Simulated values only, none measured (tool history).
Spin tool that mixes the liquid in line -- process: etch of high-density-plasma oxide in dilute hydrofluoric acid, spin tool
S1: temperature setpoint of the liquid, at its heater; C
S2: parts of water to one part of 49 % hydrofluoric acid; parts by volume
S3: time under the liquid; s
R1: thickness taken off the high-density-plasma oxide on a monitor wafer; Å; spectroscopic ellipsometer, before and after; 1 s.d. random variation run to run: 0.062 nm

run	hour	S1	S2	S3	R1
1	0	26	140	230	84.518
2	6.5	26.5	140	230	85.818
3	8.1	26.5	100	230	127.89
4	11.2	25	100	230	120.33
5	19.3	25	100	230	119.59
6	26.2	27.5	100	230	131.94

The next listed run, before its measurement:
7	27.4	25.5	100	230	?

For run 7 the tool returned R1 122.48 Å.

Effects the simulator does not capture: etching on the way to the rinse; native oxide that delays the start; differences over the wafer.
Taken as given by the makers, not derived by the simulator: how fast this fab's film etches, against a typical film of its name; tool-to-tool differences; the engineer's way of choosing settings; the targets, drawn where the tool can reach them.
